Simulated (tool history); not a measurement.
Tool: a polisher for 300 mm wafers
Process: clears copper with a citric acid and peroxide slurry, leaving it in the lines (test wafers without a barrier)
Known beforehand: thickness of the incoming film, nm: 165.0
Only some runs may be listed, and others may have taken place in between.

run,hour,flow of slurry (ml/min),pressure of the wafer on the pad (psi),speed of the pad under the wafer (cm/s),abrasive content of the slurry,overpolish time after the end point (s),time until the end point was called (s),dishing of a wide line in a test structure (Å)
1,0.0,315,2.0,88,1.0,9,111.66,88.976
2,7.1,315,1.9,88,1.0,8,116.11,74.653
3,7.8,315,1.8,88,1.0,8,119.59,72.553
4,11.3,315,1.4,88,1.0,8,145.52,60.285
5,12.4,315,1.9,88,1.0,8,113.78,74.873
6,14.8,315,1.8,88,1.0,8,121.56,70.615

Predict the results of run 7:
7,16.7,315,1.7,88,1.0,8,?,?

{"run 7": {"time until the end point was called (s)": 125.23, "dishing of a wide line in a test structure (Å)": 69.707}}
